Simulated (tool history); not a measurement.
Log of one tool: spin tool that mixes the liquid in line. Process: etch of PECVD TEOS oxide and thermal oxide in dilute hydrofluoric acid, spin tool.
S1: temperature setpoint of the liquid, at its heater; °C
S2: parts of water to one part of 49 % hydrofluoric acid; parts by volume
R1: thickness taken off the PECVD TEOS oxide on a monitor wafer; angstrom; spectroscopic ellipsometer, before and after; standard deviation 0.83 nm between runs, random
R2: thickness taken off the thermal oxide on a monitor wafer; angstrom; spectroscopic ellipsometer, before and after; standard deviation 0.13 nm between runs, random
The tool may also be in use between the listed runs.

{"run": 1, "hour": 0.0, "S1": 23, "S2": 195, "time under the liquid (s)": 180, "R1": 158.5, "R2": 34.814}
{"run": 2, "hour": 7.5, "S1": 23, "S2": 230, "time under the liquid (s)": 180, "R1": 131.78, "R2": 28.627}
{"run": 3, "hour": 15.4, "S1": 24, "S2": 200, "time under the liquid (s)": 195, "R1": 172.43, "R2": 38.385}
{"run": 4, "hour": 22.1, "S1": 24, "S2": 200, "time under the liquid (s)": 250, "R1": 224.12, "R2": 48.932}
{"run": 5, "hour": 28.7, "S1": 24.5, "S2": 175, "time under the liquid (s)": 260, "R1": 278.62, "R2": 60.732}
{"run": 6, "hour": 33.1, "S1": 24.5, "S2": 175, "time under the liquid (s)": 300, "R1": 320.74, "R2": 69.838}
{"run": 7, "hour": 41.7, "S1": 25.5, "S2": 155, "time under the liquid (s)": 300, "R1": 379.98, "R2": 83.812}
{"run": 8, "hour": 46.1, "S1": 25.5, "S2": 155, "time under the liquid (s)": 300, "R1": 389.01, "R2": 85.15}
{"run": 9, "hour": 50.1, "S1": 26, "S2": 140, "time under the liquid (s)": 300, "R1": 443.81, "R2": 97.105}
{"run": 10, "hour": 58.2, "S1": 26.5, "S2": 125, "time under the liquid (s)": 300, "R1": 519.49, "R2": 113.84}
{"run": 11, "hour": 61.7, "S1": 30.5, "S2": 55, "time under the liquid (s)": 300, "R1": 1528.4, "R2": 325.59}
{"run": 12, "hour": 69.9, "S1": 30, "S2": 55, "time under the liquid (s)": 300, "R1": 1494.2, "R2": 322.48}

Estimate the outcome of run 13 from the log above:
{"run": 13, "hour": 74.6, "S1": 26, "S2": 65, "time under the liquid (s)": 300, "R1": "?", "R2": "?"}

R1: 1055.5 angstrom
R2: 229.95 angstrom

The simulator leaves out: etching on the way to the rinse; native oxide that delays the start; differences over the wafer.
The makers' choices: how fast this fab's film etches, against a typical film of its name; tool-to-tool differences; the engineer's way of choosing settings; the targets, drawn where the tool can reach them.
